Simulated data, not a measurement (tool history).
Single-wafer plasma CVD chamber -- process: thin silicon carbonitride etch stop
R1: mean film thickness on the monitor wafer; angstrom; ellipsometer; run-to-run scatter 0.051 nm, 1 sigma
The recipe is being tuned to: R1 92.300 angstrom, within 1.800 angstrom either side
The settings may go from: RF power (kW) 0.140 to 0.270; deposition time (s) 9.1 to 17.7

Run 1, hour 0.0: RF power (kW) 0.205, deposition time (s) 13.4. Result: R1 80.247 angstrom.
Run 2, hour 6.2: RF power (kW) 0.220, deposition time (s) 13.4. Result: R1 81.204 angstrom.
Run 3, hour 12.5: RF power (kW) 0.220, deposition time (s) 11.6. Result: R1 71.146 angstrom.
Run 4, hour 13.0: RF power (kW) 0.245, deposition time (s) 11.6. Result: R1 72.351 angstrom.
Run 5, hour 14.0: RF power (kW) 0.245, deposition time (s) 13.3. Result: R1 83.488 angstrom.
Run 6, hour 20.2: RF power (kW) 0.245, deposition time (s) 11.9. Result: R1 74.424 angstrom.
Run 7, hour 28.9: RF power (kW) 0.245, deposition time (s) 11.9. Result: R1 74.135 angstrom.
Run 8, hour 31.9: RF power (kW) 0.270, deposition time (s) 14.0. Result: R1 88.872 angstrom.
Run 9, hour 35.4: RF power (kW) 0.270, deposition time (s) 14.1. Result: R1 89.363 angstrom.
Run 10, hour 44.0: RF power (kW) 0.270, deposition time (s) 14.2. Result: R1 89.911 angstrom.

Which of these 5 next moves meets every target?
Run A, hour 52.6: RF power (kW) 0.260, deposition time (s) 13.6. Result: R1 ?.
Run B, hour 52.6: RF power (kW) 0.250, deposition time (s) 14.0. Result: R1 ?.
Run C, hour 52.6: RF power (kW) 0.270, deposition time (s) 13.5. Result: R1 ?.
Run D, hour 52.6: RF power (kW) 0.260, deposition time (s) 14.0. Result: R1 ?.
Run E, hour 52.6: RF power (kW) 0.270, deposition time (s) 14.4. Result: R1 ?.

move      R1
   A  85.808
   B  87.532
   C  85.933
   D  88.332
   E  91.662
A: moves away from the targets compared with the last run
B: moves away from the targets compared with the last run
C: moves away from the targets compared with the last run
D: moves away from the targets compared with the last run
E: every result within its allowed miss
Correct choice: E, which meets every target

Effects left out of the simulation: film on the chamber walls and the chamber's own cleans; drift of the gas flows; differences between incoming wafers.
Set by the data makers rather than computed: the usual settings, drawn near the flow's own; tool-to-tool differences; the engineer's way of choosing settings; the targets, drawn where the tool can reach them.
